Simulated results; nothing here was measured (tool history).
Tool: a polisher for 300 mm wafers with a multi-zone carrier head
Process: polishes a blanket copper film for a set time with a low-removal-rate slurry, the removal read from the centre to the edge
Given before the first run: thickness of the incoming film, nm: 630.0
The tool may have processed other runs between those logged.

run,hour,flow of slurry (ml/min),pressure of the head's centre zone,pressure of the head's middle zone,pressure of the head's edge zone,abrasive content of the slurry,polishing time (s),film removed at the wafer's centre (Å),film removed at mid-radius (Å),film removed at the wafer's edge (Å)
1,0,235,1,1,1,1,55,1347.1,1357.8,1326.5
2,6.4,235,1,1.07,1,1,55,1344.6,1423.2,1311.7
3,10.8,235,1,1.07,0.92,1,55,1326.7,1438.9,1275.2
4,13.1,235,1,1.07,1,1,55,1338.9,1439.2,1322.9
5,22,230,0.98,1.04,0.98,0.9,51,1169,1258.4,1176.4
6,24.9,230,0.98,1.04,0.98,0.9,39,906.4,963.74,900.47
7,31.4,225,0.97,1.01,0.96,0.85,39,873.04,930.32,890.68
8,34.4,225,0.97,0.99,0.94,0.8,39,862.82,907.46,879.01
9,43.2,220,0.97,0.97,0.93,0.75,39,857.44,865.87,837.87
10,50.4,210,0.96,0.96,0.93,0.75,39,852.86,863.91,838.8
11,55.8,210,0.96,0.96,0.93,0.75,39,833.21,864.46,835.22
12,61.3,205,0.95,0.94,0.93,0.75,39,830.27,844.27,859.12
13,64.8,200,0.94,0.93,0.92,0.7,39,798.79,829.28,826.7
14,68.8,200,0.94,0.93,0.92,0.7,39,820.89,808.25,814.19
15,77.4,195,0.92,0.93,0.92,0.7,39,784.54,830.01,825.38

Expected results for the next run?
16,77.9,190,0.92,0.92,0.91,0.7,39,?,?,?

{"run 16": {"film removed at the wafer's centre (Å)": 783.45, "film removed at mid-radius (Å)": 804.14, "film removed at the wafer's edge (Å)": 827.39}}
